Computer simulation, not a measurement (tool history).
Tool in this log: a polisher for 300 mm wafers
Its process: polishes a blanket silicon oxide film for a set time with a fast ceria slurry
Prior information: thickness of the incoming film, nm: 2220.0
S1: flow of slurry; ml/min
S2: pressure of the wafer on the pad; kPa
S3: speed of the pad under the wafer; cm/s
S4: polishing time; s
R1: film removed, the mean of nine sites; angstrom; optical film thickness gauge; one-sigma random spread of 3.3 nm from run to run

run  hour   S1    S2  S3   S4      R1
  1   0.0  265  13.1  76  104  7377.2
  2   8.4  260  11.7  76  104  6576.8
  3  16.5  300  11.7  76  104  6674.8
  4  20.8  300  10.3  76  104  5891.7
  5  27.4  300   9.7  76  104  5567.6
  6  29.6  300   9.7  90  104  6525.3

What will run 7 give?
  7  34.3  275  6.2  76  104   ?

R1: 3658.7 angstrom
